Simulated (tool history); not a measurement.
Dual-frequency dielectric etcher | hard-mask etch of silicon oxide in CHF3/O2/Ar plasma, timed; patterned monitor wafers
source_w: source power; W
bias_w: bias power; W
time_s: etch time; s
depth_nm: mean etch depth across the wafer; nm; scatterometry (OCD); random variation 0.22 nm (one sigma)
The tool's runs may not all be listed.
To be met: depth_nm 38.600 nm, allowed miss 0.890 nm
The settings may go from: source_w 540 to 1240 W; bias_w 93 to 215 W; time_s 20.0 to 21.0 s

run,hour,source_w,bias_w,time_s,depth_nm
1,0.0,890,154,20.0,42.424
2,4.3,890,154,21.0,45.300
3,7.8,890,154,21.0,44.770
4,13.6,890,154,21.0,44.936
5,18.3,820,151,21.0,43.373
6,19.8,820,151,21.0,43.846
7,26.9,780,144,21.0,42.366
8,31.4,740,141,21.0,41.246
9,32.9,710,139,21.0,40.305
10,37.6,690,138,21.0,40.321

Which of these 4 next moves meets every target?
A,42.3,630,175,21.0,?
B,42.3,790,149,20.5,?
C,42.3,770,144,21.0,?
D,42.3,660,133,20.5,?

move,depth_nm
A,42.804
B,41.730
C,41.949
D,38.276
A: further off than the last run
B: further off than the last run
C: further off than the last run
D: meets every target
The right move is D.
